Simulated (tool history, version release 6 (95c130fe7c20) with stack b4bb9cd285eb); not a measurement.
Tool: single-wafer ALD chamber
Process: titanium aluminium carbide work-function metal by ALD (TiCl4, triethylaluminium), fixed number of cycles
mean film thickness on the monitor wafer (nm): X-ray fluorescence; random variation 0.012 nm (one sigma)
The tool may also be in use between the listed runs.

| run | hour | heater temperature setpoint (K) | triethylaluminium pulse time (s) | mean film thickness on the monitor wafer (nm) |
|---|---|---|---|---|
| 1 | 0.0 | 583.15 | 8.15 | 2.2547 |
| 2 | 6.4 | 586.15 | 8.44 | 2.2876 |
| 3 | 11.3 | 588.15 | 8.80 | 2.3390 |
| 4 | 13.1 | 594.15 | 8.80 | 2.4183 |
| 5 | 20.2 | 594.15 | 7.09 | 2.3184 |
| 6 | 26.5 | 600.15 | 7.09 | 2.3989 |
| 7 | 33.7 | 601.15 | 7.24 | 2.4119 |
| 8 | 34.4 | 602.15 | 7.40 | 2.4406 |
| 9 | 40.0 | 603.15 | 7.50 | 2.4448 |
| 10 | 44.7 | 604.15 | 7.64 | 2.4905 |
| 11 | 46.6 | 604.15 | 7.67 | 2.4691 |
| 12 | 53.5 | 604.15 | 7.77 | 2.4792 |

Forecast run 13:
| 13 | 55.4 | 604.15 | 7.84 | ? |

mean film thickness on the monitor wafer (nm): 2.4761
